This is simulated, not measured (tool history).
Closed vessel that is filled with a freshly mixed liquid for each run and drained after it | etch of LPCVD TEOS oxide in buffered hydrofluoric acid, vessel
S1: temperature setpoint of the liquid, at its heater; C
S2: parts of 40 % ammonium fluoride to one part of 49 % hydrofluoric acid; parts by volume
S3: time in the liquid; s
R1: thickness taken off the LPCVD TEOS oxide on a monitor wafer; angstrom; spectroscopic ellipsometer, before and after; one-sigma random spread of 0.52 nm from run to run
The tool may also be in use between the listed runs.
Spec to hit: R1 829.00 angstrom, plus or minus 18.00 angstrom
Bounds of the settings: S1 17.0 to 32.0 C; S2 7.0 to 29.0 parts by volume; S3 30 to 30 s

run  hour    S1    S2  S3      R1
  1   0.0  25.0  18.0  30  303.56
  2   4.0  26.5  16.0  30  368.36
  3   7.0  28.5  16.0  30  407.53
  4  14.7  28.5  16.0  30  416.37
  5  17.6  29.0  14.5  30  471.75
  6  21.9  29.0  14.5  30  474.72
     26.9  -- thermometer replaced
  7  26.9  29.5  13.5  30  541.65
  8  32.4  29.5  13.5  30  540.79

4 next moves are on the table. One of them brings every result within its allowed miss. Which?
  A  37.9  29.5   8.0  30   ?
  B  37.9  27.0   7.5  30   ?
  C  37.9  31.5  10.5  30   ?
  D  37.9  31.5   9.0  30   ?

move      R1
   A  885.75
   B  831.92
   C  772.67
   D  865.50
A: takes the biggest miss from the last run beyond its target
B: meets every target
C: nearer than the last run, and not there yet
D: takes the biggest miss from the last run beyond its target
Go with B: it meets all targets.

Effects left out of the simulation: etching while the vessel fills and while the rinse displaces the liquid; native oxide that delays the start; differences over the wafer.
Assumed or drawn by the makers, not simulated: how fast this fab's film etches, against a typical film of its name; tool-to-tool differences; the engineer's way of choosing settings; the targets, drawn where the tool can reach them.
